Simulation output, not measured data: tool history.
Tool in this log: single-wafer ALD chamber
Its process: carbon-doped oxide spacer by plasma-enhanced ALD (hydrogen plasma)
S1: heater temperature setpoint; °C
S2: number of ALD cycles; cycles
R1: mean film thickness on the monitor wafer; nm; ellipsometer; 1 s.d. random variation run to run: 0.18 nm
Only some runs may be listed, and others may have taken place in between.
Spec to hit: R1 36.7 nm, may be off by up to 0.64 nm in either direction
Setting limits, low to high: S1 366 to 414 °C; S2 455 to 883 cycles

Run 1, day 0: S1 390 °C, S2 669 cycles. Result: R1 31.57 nm.
Run 2, day 0.283: S1 390 °C, S2 687 cycles. Result: R1 31.968 nm.
Run 3, day 0.454: S1 390 °C, S2 706 cycles. Result: R1 33.39 nm.
Run 4, day 0.746: S1 380 °C, S2 706 cycles. Result: R1 33.286 nm.
Run 5, day 1.042: S1 380 °C, S2 718 cycles. Result: R1 33.417 nm.
Run 6, day 1.308: S1 380 °C, S2 730 cycles. Result: R1 34.185 nm.
Run 7, day 1.625: S1 380 °C, S2 739 cycles. Result: R1 34.805 nm.
Run 8, day 1.958: S1 380 °C, S2 745 cycles. Result: R1 35.201 nm.
Run 9, day 2.288: S1 380 °C, S2 750 cycles. Result: R1 35.268 nm.
Run 10, day 2.346: S1 380 °C, S2 755 cycles. Result: R1 35.881 nm.

Which of these 5 next moves meets every target?
Run A, day 2.404: S1 372 °C, S2 740 cycles. Result: R1 ?.
Run B, day 2.404: S1 391 °C, S2 739 cycles. Result: R1 ?.
Run C, day 2.404: S1 372 °C, S2 745 cycles. Result: R1 ?.
Run D, day 2.404: S1 367 °C, S2 745 cycles. Result: R1 ?.
Run E, day 2.404: S1 375 °C, S2 779 cycles. Result: R1 ?.

move      R1
   A  35.001
   B  34.954
   C  35.238
   D  35.238
   E  36.846
A: further off than the last run
B: further off than the last run
C: further off than the last run
D: further off than the last run
E: hits every target within its allowed miss
The move that meets every target is E.
